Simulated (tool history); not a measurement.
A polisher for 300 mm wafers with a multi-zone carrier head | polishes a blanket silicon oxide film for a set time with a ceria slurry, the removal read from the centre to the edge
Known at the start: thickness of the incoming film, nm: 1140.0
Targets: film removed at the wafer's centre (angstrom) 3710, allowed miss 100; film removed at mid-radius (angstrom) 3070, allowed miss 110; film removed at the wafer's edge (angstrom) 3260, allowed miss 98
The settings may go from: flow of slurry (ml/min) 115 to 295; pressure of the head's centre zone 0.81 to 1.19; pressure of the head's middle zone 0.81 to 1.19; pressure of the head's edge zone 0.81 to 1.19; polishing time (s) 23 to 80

run	hour	flow of slurry (ml/min)	pressure of the head's centre zone	pressure of the head's middle zone	pressure of the head's edge zone	polishing time (s)	film removed at the wafer's centre (angstrom)	film removed at mid-radius (angstrom)	film removed at the wafer's edge (angstrom)
1	0	190	1	1	1	51	4042.7	4036.2	3977.3
2	4	190	1	1.03	1	51	4069.5	4161.1	3983.3
3	9.1	190	0.94	1.03	1	51	3795.3	4086.1	3996
4	12	190	0.94	1.03	1.09	51	3804.5	4198.6	4135.4
# hour 15.3: worn pad replaced by a new one
5	15.3	190	0.96	1.01	1.06	50	4083	4131.5	4260.2
6	15.9	190	0.96	1.01	1.06	58	4716.2	4790	4915.6
7	17.5	185	0.97	0.99	1.03	56	4569.6	4669.1	4758.2
8	24.1	190	0.98	0.97	1.01	54	4553.6	4324.8	4514.4
9	25.8	165	0.94	0.89	0.91	41	3166.6	3041.1	3239.2
10	29.5	175	0.95	0.89	0.91	41	3271.7	3093.6	3245.1
11	34.9	180	0.96	0.88	0.91	41	3296.3	3020.4	3234.2
12	41.7	185	0.97	0.88	0.91	41	3331.6	3037.4	3272.7
13	46.4	190	0.98	0.88	0.91	41	3389.1	3054.4	3313.5
14	52	225	1.06	0.87	0.83	40	3624.2	3100.9	3094.2
15	56.2	225	1.06	0.87	0.83	40	3604.4	2992.4	3123.7
16	57.8	230	1.06	0.87	0.84	40	3609.2	3044.6	3097.5

4 next moves are on the table. One of them brings every result within its allowed miss. Which?
A	59.4	260	1.07	0.9	0.81	42	?	?	?
B	59.4	260	1.1	0.89	0.95	39	?	?	?
C	59.4	260	0.95	0.84	0.87	41	?	?	?
D	59.4	280	1.09	0.89	0.81	39	?	?	?

move	film removed at the wafer's centre (angstrom)	film removed at mid-radius (angstrom)	film removed at the wafer's edge (angstrom)
A	3886.5	3263.8	3260.8
B	3697.6	3001.7	3255.1
C	3418.6	3011.3	3288.3
D	3696.4	3023.5	3044.2
A: brings the result that was furthest off to its target, and leaves another outside
B: meets every target
C: brings the result that was furthest off to its target, and leaves another outside
D: further off than the last run
The right move is B.

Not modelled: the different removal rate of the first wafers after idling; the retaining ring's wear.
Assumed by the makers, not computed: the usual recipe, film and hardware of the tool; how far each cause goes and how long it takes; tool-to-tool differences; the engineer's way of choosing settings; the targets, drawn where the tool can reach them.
